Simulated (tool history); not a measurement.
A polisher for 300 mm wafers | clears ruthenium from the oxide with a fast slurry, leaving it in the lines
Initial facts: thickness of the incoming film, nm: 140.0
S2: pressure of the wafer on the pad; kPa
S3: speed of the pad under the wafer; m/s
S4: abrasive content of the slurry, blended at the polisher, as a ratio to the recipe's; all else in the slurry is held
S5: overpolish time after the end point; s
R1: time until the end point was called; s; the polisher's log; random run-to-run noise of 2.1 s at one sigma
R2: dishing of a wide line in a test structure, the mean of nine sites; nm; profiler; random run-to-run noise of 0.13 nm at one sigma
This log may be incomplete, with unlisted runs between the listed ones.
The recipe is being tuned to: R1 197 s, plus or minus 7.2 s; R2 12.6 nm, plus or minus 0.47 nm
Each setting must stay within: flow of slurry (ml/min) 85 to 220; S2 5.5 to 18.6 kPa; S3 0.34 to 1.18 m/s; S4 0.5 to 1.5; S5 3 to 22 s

run 1 hour=0 | flow_of_slurry_(ml/min)=140 S2=11.7 S3=0.76 S4=1 S5=11 | R1=67.415 R2=20.115
run 2 hour=1.3 | flow_of_slurry_(ml/min)=135 S2=11 S3=0.72 S4=1 S5=12 | R1=77.039 R2=18.915
run 3 hour=6.2 | flow_of_slurry_(ml/min)=135 S2=11 S3=0.72 S4=1.2 S5=12 | R1=71.202 R2=20.213
run 4 hour=9.2 | flow_of_slurry_(ml/min)=135 S2=11 S3=0.72 S4=1.35 S5=12 | R1=71.371 R2=20.979
run 5 hour=14.1 | flow_of_slurry_(ml/min)=120 S2=11 S3=0.72 S4=1.35 S5=12 | R1=71.468 R2=20.303
run 6 hour=17.8 | flow_of_slurry_(ml/min)=120 S2=11 S3=0.56 S4=1.35 S5=12 | R1=91.456 R2=16.067
run 7 hour=25.7 | flow_of_slurry_(ml/min)=120 S2=10.3 S3=0.54 S4=1.35 S5=13 | R1=99.81 R2=16.166
run 8 hour=32.6 | flow_of_slurry_(ml/min)=120 S2=9.7 S3=0.52 S4=1.35 S5=14 | R1=109.3 R2=15.326
run 9 hour=33.2 | flow_of_slurry_(ml/min)=120 S2=9 S3=0.5 S4=1.35 S5=15 | R1=123.95 R2=15.108
run 10 hour=41.7 | flow_of_slurry_(ml/min)=120 S2=8.3 S3=0.5 S4=1.35 S5=15 | R1=133.84 R2=14.128
run 11 hour=43.5 | flow_of_slurry_(ml/min)=105 S2=6.9 S3=0.48 S4=1.35 S5=17 | R1=170.75 R2=12.378
run 12 hour=44.6 | flow_of_slurry_(ml/min)=95 S2=6.2 S3=0.48 S4=1.35 S5=18 | R1=193.88 R2=11.559

Next run, 4 choices. One meets every target within its allowed miss, the rest don't. Which?
run A hour=45.7 | flow_of_slurry_(ml/min)=85 S2=6.9 S3=0.48 S4=1.4 S5=18 | R1=? R2=?
run B hour=45.7 | flow_of_slurry_(ml/min)=90 S2=6.9 S3=0.46 S4=1.4 S5=18 | R1=? R2=?
run C hour=45.7 | flow_of_slurry_(ml/min)=95 S2=6.2 S3=0.46 S4=1.4 S5=20 | R1=? R2=?
run D hour=45.7 | flow_of_slurry_(ml/min)=105 S2=6.9 S3=0.48 S4=1.15 S5=18 | R1=? R2=?

move=A R1=177.93 R2=12.467
move=B R1=181.36 R2=12.238
move=C R1=196.92 R2=12.515
move=D R1=176.34 R2=12.576
A: gets the furthest-off result to its target, but another result is out of tolerance
B: gets the furthest-off result to its target, but another result is out of tolerance
C: every result lands within tolerance
D: gets the furthest-off result to its target, but another result is out of tolerance
Move C is the one to make.

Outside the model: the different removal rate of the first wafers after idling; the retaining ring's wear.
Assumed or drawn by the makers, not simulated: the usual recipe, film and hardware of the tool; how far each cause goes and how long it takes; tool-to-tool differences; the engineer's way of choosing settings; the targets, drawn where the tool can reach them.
